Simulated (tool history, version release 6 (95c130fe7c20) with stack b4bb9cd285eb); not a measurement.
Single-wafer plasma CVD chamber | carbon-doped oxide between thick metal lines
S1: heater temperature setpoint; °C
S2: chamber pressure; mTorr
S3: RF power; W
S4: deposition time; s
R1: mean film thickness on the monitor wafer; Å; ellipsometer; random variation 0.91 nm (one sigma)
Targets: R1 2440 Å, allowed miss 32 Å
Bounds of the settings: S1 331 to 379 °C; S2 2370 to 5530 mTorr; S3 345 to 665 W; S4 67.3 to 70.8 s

run  hour   S1    S2   S3    S4      R1
  1     0  355  3950  505  70.8  3295.9
  2   8.9  355  3950  505  67.3  3144.1
  3  12.6  359  3630  475  67.3  2906.9
  4  16.2  359  3920  475  67.3  2947.9
  5  23.4  359  3920  450  67.3  2798.3
  6  30.5  349  3920  450  67.3  2855.8
  7  38.5  349  3920  450  67.3  2848.5
  8  41.5  350  3590  440  67.3  2722.1
  9    45  351  3320  440  67.3  2701.3
 10  46.5  352  3110  435  67.3  2637.9
 11  47.3  353  2940  430  67.3  2569.4
 12  47.9  354  2810  430  67.3  2550.9
 13  56.9  355  2710  430  67.3  2543.8
 14  58.3  355  2630  425  67.3  2502.2
 15  61.1  355  2630  425  67.3  2502.4
 16  66.5  355  2570  425  67.3  2489.1

Which of these 5 next moves meets every target?
  A  71.9  358  2610  415  67.8   ?
  B  71.9  354  2400  405  67.3   ?
  C  71.9  349  2490  385  70.8   ?
  D  71.9  358  3010  405  70.8   ?
  E  71.9  376  2380  415  68.6   ?

move      R1
   A  2428.2
   B  2342.5
   C  2355.1
   D  2504.6
   E  2349.8
A: meets every target
B: takes the result that was furthest off past its target
C: takes the result that was furthest off past its target
D: further off than the last run
E: takes the result that was furthest off past its target
Answer: A

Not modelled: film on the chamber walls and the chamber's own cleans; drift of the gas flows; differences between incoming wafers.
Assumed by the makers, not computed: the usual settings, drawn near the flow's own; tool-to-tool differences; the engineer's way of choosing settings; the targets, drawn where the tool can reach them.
